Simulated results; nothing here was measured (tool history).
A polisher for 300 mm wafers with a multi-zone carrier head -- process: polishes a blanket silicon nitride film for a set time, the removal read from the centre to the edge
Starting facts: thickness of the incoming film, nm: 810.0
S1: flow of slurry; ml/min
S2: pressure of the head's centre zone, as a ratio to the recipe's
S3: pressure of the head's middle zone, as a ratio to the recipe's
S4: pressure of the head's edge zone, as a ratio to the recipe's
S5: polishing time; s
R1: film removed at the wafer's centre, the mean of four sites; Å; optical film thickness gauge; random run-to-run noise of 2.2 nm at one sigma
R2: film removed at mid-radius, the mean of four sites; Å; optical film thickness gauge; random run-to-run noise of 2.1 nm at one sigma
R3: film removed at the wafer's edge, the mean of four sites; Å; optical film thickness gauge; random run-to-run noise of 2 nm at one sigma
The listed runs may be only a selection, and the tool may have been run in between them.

run	hour	S1	S2	S3	S4	S5	R1	R2	R3
1	0	285	1	1	1	53	1179.2	1089.8	1092.9
2	1.5	285	1	1	1.07	53	1166.3	1065.7	1104.3
3	9.7	285	1	1	1.12	53	1185.1	1089.3	1153
4	16.1	285	0.99	1.03	1.13	55	1250.7	1154.1	1234.9
5	17.5	285	0.99	1.03	1.16	55	1249.3	1171.5	1244.9
6	23.3	285	0.99	1.03	1.16	64	1422.3	1349.4	1441

For run 7, what comes out?
# hour 28.9: centre zone pressure recalibrated
7	28.9	290	0.97	1.05	1.14	65	?	?	?

Run 7 came out at R1 1362.6 Å, R2 1405.3 Å, R3 1411.6 Å.
